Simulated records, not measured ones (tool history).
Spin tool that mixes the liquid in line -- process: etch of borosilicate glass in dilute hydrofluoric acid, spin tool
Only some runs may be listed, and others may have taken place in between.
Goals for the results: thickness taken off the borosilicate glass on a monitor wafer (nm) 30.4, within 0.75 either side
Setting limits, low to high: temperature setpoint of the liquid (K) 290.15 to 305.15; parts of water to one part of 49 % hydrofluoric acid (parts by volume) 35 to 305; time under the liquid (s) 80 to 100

run	hour	temperature setpoint of the liquid (K)	parts of water to one part of 49 % hydrofluoric acid (parts by volume)	time under the liquid (s)	thickness taken off the borosilicate glass on a monitor wafer (nm)
1	0	297.15	170	100	11.156
2	3	299.65	135	100	16.48
3	7.3	301.15	120	100	19.841
4	10.2	302.65	110	100	22.996
5	18.8	303.65	105	100	25.455
6	25.3	303.65	105	80	20.306
# hour 28.6: thermometer replaced
7	28.6	304.15	90	80	22.864
8	34.7	304.15	90	80	22.978

Of the 5 settings listed for the next run, only one would bring every result within its allowed miss of target. Which one?
A	40.8	304.15	75	80	?
B	40.8	304.65	75	80	?
C	40.8	304.15	90	100	?
D	40.8	304.15	70	80	?
E	40.8	305.15	85	90	?

move	thickness taken off the borosilicate glass on a monitor wafer (nm)
A	27.584
B	28.112
C	28.098
D	29.779
E	28.004
A: closer than the last run, but not yet in spec
B: closer than the last run, but not yet in spec
C: closer than the last run, but not yet in spec
D: in spec on every target
E: closer than the last run, but not yet in spec
Answer: D
